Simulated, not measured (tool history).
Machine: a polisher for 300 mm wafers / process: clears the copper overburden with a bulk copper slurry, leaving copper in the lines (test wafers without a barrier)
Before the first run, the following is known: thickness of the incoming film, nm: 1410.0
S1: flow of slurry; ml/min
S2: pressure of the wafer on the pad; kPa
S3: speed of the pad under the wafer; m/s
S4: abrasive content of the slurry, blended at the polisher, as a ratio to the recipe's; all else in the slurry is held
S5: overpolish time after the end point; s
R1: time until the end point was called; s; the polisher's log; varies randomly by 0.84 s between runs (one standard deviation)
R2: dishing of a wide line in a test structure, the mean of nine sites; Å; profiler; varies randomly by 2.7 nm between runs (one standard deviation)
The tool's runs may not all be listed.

{"run": 1, "hour": 0.0, "S1": 245, "S2": 20, "S3": 1.22, "S4": 1, "S5": 22, "R1": 151.65, "R2": 1007.3}
{"run": 2, "hour": 1.9, "S1": 245, "S2": 22.1, "S3": 1.22, "S4": 1, "S5": 22, "R1": 136.02, "R2": 1076.1}
{"run": 3, "hour": 3.0, "S1": 245, "S2": 24.1, "S3": 1.22, "S4": 1, "S5": 22, "R1": 121.73, "R2": 1175.2}
{"run": 4, "hour": 5.4, "S1": 245, "S2": 25.5, "S3": 1.22, "S4": 1, "S5": 22, "R1": 119, "R2": 1155.1}
{"run": 5, "hour": 13.7, "S1": 245, "S2": 27.6, "S3": 1.22, "S4": 1, "S5": 22, "R1": 109.73, "R2": 1236.9}
{"run": 6, "hour": 20.5, "S1": 245, "S2": 27.6, "S3": 1.22, "S4": 1.15, "S5": 22, "R1": 105.25, "R2": 1247.7}

What will run 7 give?
{"hour": 24.3, "done": "head pressure recalibrated"}
{"run": 7, "hour": 24.3, "S1": 245, "S2": 28.3, "S3": 1.22, "S4": 1.15, "S5": 23, "R1": "?", "R2": "?"}

Run 7 yielded R1 95.31 s, R2 1343.9 Å.

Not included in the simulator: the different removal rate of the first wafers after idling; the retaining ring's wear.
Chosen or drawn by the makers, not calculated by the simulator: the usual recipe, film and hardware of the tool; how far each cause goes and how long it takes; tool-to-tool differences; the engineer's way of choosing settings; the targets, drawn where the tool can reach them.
